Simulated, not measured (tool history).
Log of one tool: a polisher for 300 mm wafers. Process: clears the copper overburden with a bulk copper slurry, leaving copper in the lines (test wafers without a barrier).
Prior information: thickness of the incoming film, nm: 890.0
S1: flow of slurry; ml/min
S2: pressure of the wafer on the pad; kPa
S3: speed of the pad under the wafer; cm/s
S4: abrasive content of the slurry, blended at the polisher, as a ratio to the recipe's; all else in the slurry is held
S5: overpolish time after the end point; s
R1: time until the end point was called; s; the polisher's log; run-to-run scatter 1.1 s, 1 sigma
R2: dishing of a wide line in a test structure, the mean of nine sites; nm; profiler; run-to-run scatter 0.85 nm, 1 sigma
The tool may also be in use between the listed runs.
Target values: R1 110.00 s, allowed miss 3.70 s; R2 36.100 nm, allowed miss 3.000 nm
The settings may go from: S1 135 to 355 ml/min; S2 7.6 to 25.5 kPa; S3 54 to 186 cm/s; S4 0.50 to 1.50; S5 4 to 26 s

| run | hour | S1 | S2 | S3 | S4 | S5 | R1 | R2 |
|---|---|---|---|---|---|---|---|---|
| 1 | 0.0 | 225 | 16.5 | 118 | 1.00 | 13 | 111.13 | 60.870 |
| 2 | 7.5 | 225 | 16.5 | 118 | 1.00 | 9 | 108.22 | 46.865 |
| 3 | 10.9 | 225 | 16.5 | 118 | 1.00 | 6 | 111.33 | 32.462 |
| 4 | 17.7 | 225 | 16.5 | 118 | 1.15 | 6 | 104.82 | 33.998 |
| 5 | 23.5 | 225 | 13.1 | 118 | 1.15 | 6 | 132.75 | 28.594 |
| 6 | 31.6 | 225 | 13.1 | 94 | 1.15 | 6 | 161.99 | 22.443 |
| 7 | 39.7 | 230 | 17.2 | 98 | 1.15 | 9 | 119.30 | 40.943 |
| 8 | 47.2 | 240 | 17.9 | 98 | 1.15 | 8 | 112.31 | 41.060 |
| 9 | 53.7 | 235 | 17.9 | 98 | 1.15 | 7 | 113.70 | 36.819 |
| 10 | 61.2 | 240 | 17.9 | 98 | 1.15 | 7 | 114.95 | 35.208 |

Below are 4 possible settings for the next run. Only one of them brings all results inside the allowed miss of their targets. Which is it?
| A | 68.7 | 215 | 20.0 | 102 | 1.15 | 6 | ? | ? |
| B | 68.7 | 260 | 16.5 | 110 | 1.15 | 9 | ? | ? |
| C | 68.7 | 235 | 17.9 | 110 | 1.20 | 8 | ? | ? |
| D | 68.7 | 275 | 22.1 | 84 | 1.00 | 7 | ? | ? |

| move | R1 | R2 |
|---|---|---|
| A | 100.08 | 36.568 |
| B | 109.79 | 47.128 |
| C | 101.45 | 45.890 |
| D | 110.31 | 38.585 |
A: the result that was furthest off in the last run now lies on the other side of its target
B: the furthest-off result lands on target, but another misses its tolerance
C: the result that was furthest off in the last run now lies on the other side of its target
D: all results in spec
Move D is the one to make.

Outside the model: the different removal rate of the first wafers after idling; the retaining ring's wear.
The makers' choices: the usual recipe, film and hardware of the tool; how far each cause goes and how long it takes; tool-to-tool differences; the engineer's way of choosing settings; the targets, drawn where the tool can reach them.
